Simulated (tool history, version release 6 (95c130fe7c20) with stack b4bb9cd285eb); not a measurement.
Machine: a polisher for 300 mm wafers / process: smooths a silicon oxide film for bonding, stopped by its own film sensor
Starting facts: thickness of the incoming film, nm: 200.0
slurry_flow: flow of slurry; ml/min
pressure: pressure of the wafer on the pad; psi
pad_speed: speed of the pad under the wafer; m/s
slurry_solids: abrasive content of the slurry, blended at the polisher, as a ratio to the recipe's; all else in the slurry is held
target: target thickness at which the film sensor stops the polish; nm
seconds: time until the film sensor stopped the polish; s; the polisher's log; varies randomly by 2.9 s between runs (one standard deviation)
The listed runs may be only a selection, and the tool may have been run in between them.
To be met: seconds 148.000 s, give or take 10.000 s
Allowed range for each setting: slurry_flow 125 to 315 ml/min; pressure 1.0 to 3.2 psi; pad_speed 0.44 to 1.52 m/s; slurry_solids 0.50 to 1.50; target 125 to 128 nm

| run | hour | slurry_flow | pressure | pad_speed | slurry_solids | target | seconds |
|---|---|---|---|---|---|---|---|
| 1 | 0.0 | 205 | 2.1 | 0.98 | 1.00 | 128 | 90.282 |
| 2 | 3.2 | 205 | 1.9 | 0.96 | 1.00 | 128 | 100.510 |
| 3 | 8.9 | 205 | 1.8 | 0.94 | 1.00 | 128 | 104.520 |
| 4 | 11.8 | 205 | 1.7 | 0.92 | 1.00 | 128 | 108.160 |
| 5 | 18.3 | 205 | 1.6 | 0.88 | 1.00 | 128 | 117.990 |
| 6 | 23.8 | 175 | 1.6 | 0.88 | 1.00 | 128 | 119.490 |
| 7 | 32.5 | 175 | 1.5 | 0.86 | 1.00 | 128 | 126.630 |
| 8 | 41.3 | 175 | 1.4 | 0.86 | 1.00 | 128 | 133.540 |

Next run, 5 choices. One meets every target within its allowed miss, the rest don't. Which?
| A | 50.1 | 185 | 1.9 | 0.74 | 1.00 | 127 | ? |
| B | 50.1 | 170 | 1.2 | 0.76 | 0.95 | 125 | ? |
| C | 50.1 | 200 | 1.4 | 0.88 | 1.10 | 128 | ? |
| D | 50.1 | 195 | 1.4 | 0.80 | 1.00 | 125 | ? |
| E | 50.1 | 170 | 1.5 | 0.88 | 1.10 | 125 | ? |

| move | seconds |
|---|---|
| A | 124.350 |
| B | 177.450 |
| C | 126.350 |
| D | 148.370 |
| E | 127.470 |
A: lands further from the targets than the last run did
B: carries the result that was furthest off beyond its target, to the other side
C: lands further from the targets than the last run did
D: each result inside its tolerance
E: lands further from the targets than the last run did
The right move is D.

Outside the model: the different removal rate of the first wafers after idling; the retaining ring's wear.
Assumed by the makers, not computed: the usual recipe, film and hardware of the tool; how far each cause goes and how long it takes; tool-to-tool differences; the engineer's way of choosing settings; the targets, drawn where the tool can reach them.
